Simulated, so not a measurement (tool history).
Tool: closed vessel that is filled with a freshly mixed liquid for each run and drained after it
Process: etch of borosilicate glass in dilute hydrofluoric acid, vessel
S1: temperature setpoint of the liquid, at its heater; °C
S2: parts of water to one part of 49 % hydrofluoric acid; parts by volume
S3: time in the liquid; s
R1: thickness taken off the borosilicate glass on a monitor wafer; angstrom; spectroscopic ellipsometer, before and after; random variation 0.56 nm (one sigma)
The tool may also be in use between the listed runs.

run    day    S1  S2  S3      R1
  1      0    25  60  95  372.58
  2  0.104    23  60  95  344.25
  3  0.342    23  80  95  249.78
  4  0.388  24.5  75  95  287.22
  5  0.492    26  70  95  321.24
     0.812  -- hydrofluoric acid flow meter replaced
  6  0.812    26  90  95  221.43
  7  1.067    30  65  95  364.12
  8  1.204  30.5  60  95  409.28
  9  1.538    31  55  95  457.35

Forecast run 10:
 10  1.654  31  50  95   ?

{"run 10": {"R1": 501.89}}

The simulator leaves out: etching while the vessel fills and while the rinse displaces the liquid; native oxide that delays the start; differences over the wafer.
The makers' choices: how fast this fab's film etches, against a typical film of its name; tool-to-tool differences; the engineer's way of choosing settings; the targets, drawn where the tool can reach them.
